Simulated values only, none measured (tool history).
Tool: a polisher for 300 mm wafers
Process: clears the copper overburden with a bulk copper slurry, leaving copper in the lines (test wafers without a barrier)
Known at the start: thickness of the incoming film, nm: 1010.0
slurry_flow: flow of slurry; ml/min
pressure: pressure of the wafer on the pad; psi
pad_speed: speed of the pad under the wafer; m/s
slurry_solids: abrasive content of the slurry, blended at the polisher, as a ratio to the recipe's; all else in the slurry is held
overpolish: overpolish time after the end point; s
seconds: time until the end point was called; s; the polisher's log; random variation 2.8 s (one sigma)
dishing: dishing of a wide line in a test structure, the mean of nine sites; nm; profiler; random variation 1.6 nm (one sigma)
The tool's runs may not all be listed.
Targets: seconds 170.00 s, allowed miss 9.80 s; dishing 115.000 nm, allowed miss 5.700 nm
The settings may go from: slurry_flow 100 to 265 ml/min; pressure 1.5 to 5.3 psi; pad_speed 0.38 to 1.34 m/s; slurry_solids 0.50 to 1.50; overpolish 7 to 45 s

| run | hour | slurry_flow | pressure | pad_speed | slurry_solids | overpolish | seconds | dishing |
|---|---|---|---|---|---|---|---|---|
| 1 | 0.0 | 170 | 3.4 | 0.86 | 1.00 | 23 | 118.85 | 97.122 |
| 2 | 3.5 | 170 | 3.4 | 0.86 | 0.90 | 23 | 118.92 | 98.440 |
| 3 | 9.7 | 170 | 3.4 | 0.86 | 1.10 | 23 | 116.95 | 98.541 |
| 4 | 15.6 | 170 | 3.4 | 0.72 | 1.10 | 23 | 133.16 | 91.468 |
| 5 | 21.1 | 170 | 3.4 | 0.52 | 1.10 | 23 | 175.44 | 76.020 |
| 6 | 27.6 | 165 | 3.5 | 0.52 | 1.10 | 27 | 174.42 | 87.718 |
| 7 | 30.6 | 165 | 3.6 | 0.52 | 1.10 | 29 | 170.97 | 92.832 |
| 8 | 33.3 | 165 | 3.7 | 0.52 | 1.10 | 31 | 162.01 | 99.490 |
| 9 | 34.1 | 160 | 3.7 | 0.52 | 1.10 | 33 | 163.66 | 103.640 |
| 10 | 39.6 | 160 | 3.7 | 0.52 | 1.10 | 35 | 164.40 | 105.330 |

5 next moves are on the table. One of them brings every result within its allowed miss. Which?
| A | 45.1 | 145 | 3.6 | 0.58 | 1.05 | 25 | ? | ? |
| B | 45.1 | 125 | 3.7 | 0.66 | 1.00 | 28 | ? | ? |
| C | 45.1 | 145 | 3.5 | 0.54 | 1.10 | 33 | ? | ? |
| D | 45.1 | 170 | 3.4 | 0.52 | 1.10 | 25 | ? | ? |
| E | 45.1 | 125 | 3.8 | 0.52 | 1.00 | 41 | ? | ? |

| move | seconds | dishing |
|---|---|---|
| A | 153.31 | 88.069 |
| B | 140.30 | 101.080 |
| C | 164.66 | 100.580 |
| D | 169.77 | 81.453 |
| E | 164.49 | 116.020 |
A: further off than the last run
B: further off than the last run
C: further off than the last run
D: further off than the last run
E: meets every target
Move E is the one to make.

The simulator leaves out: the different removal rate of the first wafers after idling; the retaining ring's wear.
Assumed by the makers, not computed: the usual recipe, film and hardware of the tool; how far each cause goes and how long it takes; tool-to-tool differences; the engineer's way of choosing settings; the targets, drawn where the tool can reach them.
